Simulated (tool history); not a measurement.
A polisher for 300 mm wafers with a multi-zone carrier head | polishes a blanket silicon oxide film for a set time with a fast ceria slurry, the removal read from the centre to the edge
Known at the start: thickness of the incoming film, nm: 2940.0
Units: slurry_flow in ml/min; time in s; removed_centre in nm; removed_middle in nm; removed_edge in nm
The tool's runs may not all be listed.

| run | hour | slurry_flow | centre_zone | middle_zone | edge_zone | time | removed_centre | removed_middle | removed_edge |
|---|---|---|---|---|---|---|---|---|---|
| 1 | 0.0 | 150 | 1.00 | 1.00 | 1.00 | 54 | 1064.2 | 1076.0 | 1082.9 |
| 2 | 2.0 | 135 | 1.00 | 1.00 | 1.00 | 54 | 1046.8 | 1066.1 | 1069.6 |
| 3 | 4.6 | 145 | 1.00 | 1.00 | 1.00 | 54 | 1057.8 | 1089.0 | 1085.3 |
| 4 | 9.3 | 155 | 1.01 | 1.03 | 1.02 | 55 | 1086.7 | 1164.5 | 1125.5 |
| 5 | 17.5 | 155 | 1.01 | 0.97 | 1.02 | 55 | 1086.7 | 1098.1 | 1112.0 |
| 6 | 19.6 | 155 | 1.01 | 0.97 | 0.97 | 55 | 1107.2 | 1088.8 | 1088.6 |
| 7 | 25.4 | 160 | 1.03 | 1.00 | 1.00 | 56 | 1134.6 | 1144.0 | 1141.4 |
| 8 | 29.6 | 160 | 1.03 | 1.00 | 1.00 | 56 | 1150.2 | 1138.4 | 1136.0 |
| 9 | 32.7 | 170 | 1.04 | 1.03 | 1.02 | 57 | 1176.8 | 1205.8 | 1163.6 |

The next listed run, before its measurement:
| 10 | 39.4 | 175 | 1.04 | 1.05 | 1.04 | 58 | ? | ? | ? |

{"run 10": {"removed_centre": 1209.9, "removed_middle": 1255.6, "removed_edge": 1207.7}}
